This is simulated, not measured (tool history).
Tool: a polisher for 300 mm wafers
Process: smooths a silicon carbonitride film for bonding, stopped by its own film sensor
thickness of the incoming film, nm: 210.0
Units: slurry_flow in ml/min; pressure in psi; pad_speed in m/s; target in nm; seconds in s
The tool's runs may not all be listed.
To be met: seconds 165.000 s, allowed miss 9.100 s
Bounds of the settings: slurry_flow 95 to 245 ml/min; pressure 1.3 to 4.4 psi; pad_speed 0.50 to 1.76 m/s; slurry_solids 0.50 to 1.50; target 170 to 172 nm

{"run": 1, "hour": 0.0, "slurry_flow": 155, "pressure": 2.8, "pad_speed": 1.12, "slurry_solids": 1.0, "target": 172, "seconds": 87.979}
{"run": 2, "hour": 7.6, "slurry_flow": 155, "pressure": 2.4, "pad_speed": 1.08, "slurry_solids": 1.0, "target": 172, "seconds": 102.76}
{"run": 3, "hour": 14.3, "slurry_flow": 155, "pressure": 2.4, "pad_speed": 1.08, "slurry_solids": 1.0, "target": 172, "seconds": 106.35}
{"run": 4, "hour": 21.0, "slurry_flow": 155, "pressure": 2.4, "pad_speed": 1.08, "slurry_solids": 1.0, "target": 172, "seconds": 104.98}
{"run": 5, "hour": 28.9, "slurry_flow": 155, "pressure": 2.4, "pad_speed": 0.98, "slurry_solids": 1.0, "target": 172, "seconds": 113.92}
{"run": 6, "hour": 33.0, "slurry_flow": 155, "pressure": 3.1, "pad_speed": 0.98, "slurry_solids": 1.0, "target": 172, "seconds": 90.008}
{"run": 7, "hour": 36.2, "slurry_flow": 155, "pressure": 2.6, "pad_speed": 0.96, "slurry_solids": 1.0, "target": 172, "seconds": 109.07}
{"run": 8, "hour": 40.8, "slurry_flow": 155, "pressure": 2.3, "pad_speed": 0.94, "slurry_solids": 1.0, "target": 172, "seconds": 124.63}
{"run": 9, "hour": 46.9, "slurry_flow": 155, "pressure": 2.1, "pad_speed": 0.94, "slurry_solids": 1.0, "target": 172, "seconds": 135.25}
{"run": 10, "hour": 50.7, "slurry_flow": 155, "pressure": 2.0, "pad_speed": 0.94, "slurry_solids": 1.0, "target": 172, "seconds": 135.98}
{"run": 11, "hour": 55.7, "slurry_flow": 155, "pressure": 1.8, "pad_speed": 0.94, "slurry_solids": 1.0, "target": 172, "seconds": 150.78}
{"run": 12, "hour": 64.4, "slurry_flow": 155, "pressure": 1.8, "pad_speed": 0.94, "slurry_solids": 1.0, "target": 172, "seconds": 155.43}

Which of these 4 next moves meets every target?
{"run": "A", "hour": 73.1, "slurry_flow": 170, "pressure": 2.0, "pad_speed": 0.92, "slurry_solids": 1.05, "target": 172, "seconds": "?"}
{"run": "B", "hour": 73.1, "slurry_flow": 160, "pressure": 1.9, "pad_speed": 0.84, "slurry_solids": 1.05, "target": 170, "seconds": "?"}
{"run": "C", "hour": 73.1, "slurry_flow": 135, "pressure": 1.7, "pad_speed": 0.84, "slurry_solids": 1.05, "target": 170, "seconds": "?"}
{"run": "D", "hour": 73.1, "slurry_flow": 165, "pressure": 1.7, "pad_speed": 0.74, "slurry_solids": 1.05, "target": 172, "seconds": "?"}

move=A seconds=135.860
move=B seconds=162.730
move=C seconds=184.820
move=D seconds=189.540
A: further off than the last run
B: meets every target
C: takes the result that was furthest off past its target
D: takes the result that was furthest off past its target
The right move is B.
